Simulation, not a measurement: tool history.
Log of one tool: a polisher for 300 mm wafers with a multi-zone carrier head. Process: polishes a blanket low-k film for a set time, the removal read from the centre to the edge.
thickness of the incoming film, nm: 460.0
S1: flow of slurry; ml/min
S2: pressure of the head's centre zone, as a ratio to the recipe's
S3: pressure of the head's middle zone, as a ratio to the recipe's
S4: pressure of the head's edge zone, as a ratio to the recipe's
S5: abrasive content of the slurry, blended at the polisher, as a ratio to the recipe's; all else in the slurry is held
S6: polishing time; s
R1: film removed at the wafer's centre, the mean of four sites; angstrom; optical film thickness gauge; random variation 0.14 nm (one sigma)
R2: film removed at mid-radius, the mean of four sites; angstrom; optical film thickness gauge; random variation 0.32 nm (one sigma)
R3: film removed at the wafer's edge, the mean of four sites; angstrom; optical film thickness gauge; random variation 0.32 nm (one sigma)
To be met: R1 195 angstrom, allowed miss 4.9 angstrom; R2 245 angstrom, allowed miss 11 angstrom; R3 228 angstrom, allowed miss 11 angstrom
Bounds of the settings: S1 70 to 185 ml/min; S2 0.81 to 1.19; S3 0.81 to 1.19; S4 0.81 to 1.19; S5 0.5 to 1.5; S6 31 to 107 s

{"run": 1, "hour": 0.0, "S1": 120, "S2": 1, "S3": 1, "S4": 1, "S5": 1, "S6": 69, "R1": 230.25, "R2": 248.33, "R3": 249.86}
{"run": 2, "hour": 1.2, "S1": 110, "S2": 0.98, "S3": 1.02, "S4": 0.99, "S5": 1, "S6": 69, "R1": 221.76, "R2": 241.9, "R3": 241.08}
{"run": 3, "hour": 3.9, "S1": 110, "S2": 0.98, "S3": 1.05, "S4": 0.99, "S5": 1, "S6": 69, "R1": 217.64, "R2": 250.93, "R3": 236.94}
{"run": 4, "hour": 5.5, "S1": 110, "S2": 0.98, "S3": 0.99, "S4": 0.99, "S5": 1, "S6": 69, "R1": 218.88, "R2": 233.12, "R3": 236.04}
{"run": 5, "hour": 11.2, "S1": 110, "S2": 0.98, "S3": 0.99, "S4": 0.94, "S5": 1, "S6": 69, "R1": 220.16, "R2": 228.36, "R3": 237.83}
{"run": 6, "hour": 14.3, "S1": 105, "S2": 0.96, "S3": 1.01, "S4": 0.95, "S5": 1, "S6": 69, "R1": 212.94, "R2": 238.93, "R3": 230.09}
{"run": 7, "hour": 16.3, "S1": 100, "S2": 0.95, "S3": 1.01, "S4": 0.97, "S5": 1, "S6": 69, "R1": 209.9, "R2": 234.32, "R3": 232.92}
{"run": 8, "hour": 22.0, "S1": 95, "S2": 0.94, "S3": 1.02, "S4": 0.97, "S5": 1, "S6": 69, "R1": 202, "R2": 233.72, "R3": 229.32}

5 next moves are on the table. One of them brings every result within its allowed miss. Which?
{"run": "A", "hour": 27.7, "S1": 90, "S2": 0.86, "S3": 1.1, "S4": 0.97, "S5": 1, "S6": 69, "R1": "?", "R2": "?", "R3": "?"}
{"run": "B", "hour": 27.7, "S1": 90, "S2": 0.82, "S3": 0.98, "S4": 1.02, "S5": 0.85, "S6": 84, "R1": "?", "R2": "?", "R3": "?"}
{"run": "C", "hour": 27.7, "S1": 85, "S2": 0.89, "S3": 1.13, "S4": 1.01, "S5": 1, "S6": 69, "R1": "?", "R2": "?", "R3": "?"}
{"run": "D", "hour": 27.7, "S1": 90, "S2": 0.92, "S3": 1.19, "S4": 0.98, "S5": 1, "S6": 69, "R1": "?", "R2": "?", "R3": "?"}
{"run": "E", "hour": 27.7, "S1": 105, "S2": 0.92, "S3": 1.11, "S4": 1.03, "S5": 0.75, "S6": 80, "R1": "?", "R2": "?", "R3": "?"}

move=A R1=183.27 R2=244.76 R3=221.89
move=B R1=193.03 R2=243.33 R3=249.34
move=C R1=184.72 R2=246 R3=223.36
move=D R1=194.02 R2=261.83 R3=222.65
move=E R1=194.33 R2=245.27 R3=223.29
A: takes the result that was furthest off past its target
B: brings the result that was furthest off to its target, and leaves another outside
C: takes the result that was furthest off past its target
D: brings the result that was furthest off to its target, and leaves another outside
E: meets every target
Answer: E

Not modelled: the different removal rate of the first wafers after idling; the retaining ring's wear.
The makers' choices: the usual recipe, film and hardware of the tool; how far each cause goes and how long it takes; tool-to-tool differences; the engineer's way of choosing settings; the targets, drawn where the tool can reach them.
